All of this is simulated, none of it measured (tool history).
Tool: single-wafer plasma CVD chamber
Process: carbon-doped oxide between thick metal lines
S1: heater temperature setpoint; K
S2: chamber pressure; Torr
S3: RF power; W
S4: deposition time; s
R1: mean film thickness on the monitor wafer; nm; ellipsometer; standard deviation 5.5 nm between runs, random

run 1 hour=0.0 | S1=618.15 S2=3.74 S3=535 S4=231 | R1=1137.1
run 2 hour=4.8 | S1=618.15 S2=4.26 S3=535 S4=231 | R1=1157.8
run 3 hour=9.8 | S1=616.15 S2=4.44 S3=550 S4=231 | R1=1192.5
run 4 hour=16.1 | S1=616.15 S2=4.44 S3=550 S4=231 | R1=1188.9
run 5 hour=22.0 | S1=625.15 S2=4.44 S3=550 S4=231 | R1=1163.2
run 6 hour=29.2 | S1=623.15 S2=4.63 S3=565 S4=231 | R1=1197.3

Expected results for the next run?
run 7 hour=37.8 | S1=621.15 S2=4.76 S3=575 S4=231 | R1=?

{"run 7": {"R1": 1211.1}}
